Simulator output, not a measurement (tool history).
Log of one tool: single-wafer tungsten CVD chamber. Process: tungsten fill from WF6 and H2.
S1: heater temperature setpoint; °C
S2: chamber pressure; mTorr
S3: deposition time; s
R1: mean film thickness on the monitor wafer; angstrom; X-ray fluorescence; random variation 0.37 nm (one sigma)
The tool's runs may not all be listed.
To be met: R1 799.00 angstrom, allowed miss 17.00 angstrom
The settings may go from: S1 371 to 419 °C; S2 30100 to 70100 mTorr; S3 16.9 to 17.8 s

Run 1, hour 0.0: S1 395 °C, S2 50100 mTorr, S3 17.8 s. Result: R1 598.12 angstrom.
Run 2, hour 8.2: S1 397 °C, S2 50200 mTorr, S3 17.8 s. Result: R1 618.90 angstrom.
Run 3, hour 10.7: S1 399 °C, S2 50300 mTorr, S3 17.8 s. Result: R1 643.20 angstrom.
Run 4, hour 17.1: S1 399 °C, S2 57700 mTorr, S3 17.8 s. Result: R1 705.39 angstrom.
Run 5, hour 22.7: S1 399 °C, S2 57700 mTorr, S3 16.9 s. Result: R1 664.82 angstrom.
Run 6, hour 23.2: S1 401 °C, S2 57800 mTorr, S3 16.9 s. Result: R1 689.76 angstrom.
Run 7, hour 29.2: S1 402 °C, S2 57900 mTorr, S3 16.9 s. Result: R1 698.73 angstrom.
Run 8, hour 33.5: S1 403 °C, S2 58000 mTorr, S3 16.9 s. Result: R1 719.99 angstrom.

4 next moves are on the table. One of them brings every result within its allowed miss. Which?
Run A, hour 37.8: S1 397 °C, S2 50800 mTorr, S3 16.9 s. Result: R1 ?.
Run B, hour 37.8: S1 410 °C, S2 54400 mTorr, S3 16.9 s. Result: R1 ?.
Run C, hour 37.8: S1 409 °C, S2 60800 mTorr, S3 16.9 s. Result: R1 ?.
Run D, hour 37.8: S1 390 °C, S2 65400 mTorr, S3 17.8 s. Result: R1 ?.

move      R1
   A  595.37
   B  764.23
   C  806.31
   D  652.70
A: further off than the last run
B: nearer than the last run, and not there yet
C: meets every target
D: further off than the last run
Answer: C

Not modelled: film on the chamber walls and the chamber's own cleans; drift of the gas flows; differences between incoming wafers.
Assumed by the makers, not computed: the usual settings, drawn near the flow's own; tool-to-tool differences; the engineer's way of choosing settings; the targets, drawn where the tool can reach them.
